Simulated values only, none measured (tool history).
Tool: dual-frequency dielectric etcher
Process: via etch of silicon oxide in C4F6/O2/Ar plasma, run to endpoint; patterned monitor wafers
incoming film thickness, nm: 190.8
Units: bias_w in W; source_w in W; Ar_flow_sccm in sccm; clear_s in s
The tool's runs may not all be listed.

run  hour  bias_w  source_w  Ar_flow_sccm  clear_s
  1     0     620       280           216    42.58
  2   5.8     664       280           216   41.965
  3   6.7     690       290           213   41.039
  4  15.3     714       300           210    39.94
  5  20.9     714       300           185   39.015
  6  26.8     732       310           183   38.013
  7  30.1     748       310           182   37.961

Forecast run 8:
     36.3  -- source power generator calibrated
  8  36.3     868       350           175        ?

{"run 8": {"clear_s": 33.642}}
